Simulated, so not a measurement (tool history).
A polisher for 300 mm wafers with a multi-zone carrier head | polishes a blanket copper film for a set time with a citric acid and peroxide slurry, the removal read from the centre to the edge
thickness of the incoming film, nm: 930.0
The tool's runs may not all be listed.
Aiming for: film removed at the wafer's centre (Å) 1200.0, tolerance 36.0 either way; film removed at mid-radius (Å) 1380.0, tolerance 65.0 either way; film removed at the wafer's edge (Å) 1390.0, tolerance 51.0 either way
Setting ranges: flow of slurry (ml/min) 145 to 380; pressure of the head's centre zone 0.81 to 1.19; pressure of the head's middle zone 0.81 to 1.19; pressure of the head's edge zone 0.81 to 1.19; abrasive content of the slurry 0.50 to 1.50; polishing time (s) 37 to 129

run	hour	flow of slurry (ml/min)	pressure of the head's centre zone	pressure of the head's middle zone	pressure of the head's edge zone	abrasive content of the slurry	polishing time (s)	film removed at the wafer's centre (Å)	film removed at mid-radius (Å)	film removed at the wafer's edge (Å)
1	0.0	245	1.00	1.00	1.00	1.00	83	1623.1	1605.7	1633.4
2	1.9	235	0.95	0.99	0.97	0.90	82	1494.4	1558.9	1526.1
3	10.1	235	0.95	0.99	0.97	1.05	82	1535.6	1640.8	1600.9
4	11.6	225	0.91	0.97	0.97	0.95	81	1448.2	1536.3	1539.6
5	12.4	220	0.88	0.97	0.98	0.90	80	1361.3	1517.2	1523.9
6	13.5	220	0.91	0.97	0.98	0.90	80	1394.5	1505.2	1502.6
7	22.0	210	0.88	0.96	0.98	0.85	80	1324.8	1442.8	1460.7
8	31.0	200	0.86	0.96	0.98	0.85	80	1307.4	1431.2	1484.6
9	36.7	200	0.86	0.96	0.98	0.85	80	1302.8	1413.5	1459.8
10	40.3	195	0.85	0.97	0.98	0.85	80	1283.3	1441.6	1482.8

Below are 5 possible settings for the next run. Only one of them brings all results inside the allowed miss of their targets. Which is it?
A	43.9	175	0.85	0.89	1.02	0.75	89	?	?	?
B	43.9	230	0.98	0.93	0.89	0.85	77	?	?	?
C	43.9	245	0.84	0.99	0.99	0.90	72	?	?	?
D	43.9	250	0.83	1.07	0.83	0.85	75	?	?	?
E	43.9	195	0.81	1.06	1.05	1.00	77	?	?	?

move	film removed at the wafer's centre (Å)	film removed at mid-radius (Å)	film removed at the wafer's edge (Å)
A	1374.8	1433.1	1579.7
B	1399.2	1358.4	1343.3
C	1191.8	1363.4	1341.1
D	1219.9	1502.6	1273.5
E	1237.5	1542.4	1480.8
A: its largest miss is bigger than the last run's
B: its largest miss is bigger than the last run's
C: every result lands within tolerance
D: the worst result of the last run now meets its target, but another is out of spec
E: its largest miss is bigger than the last run's
The right move is C.
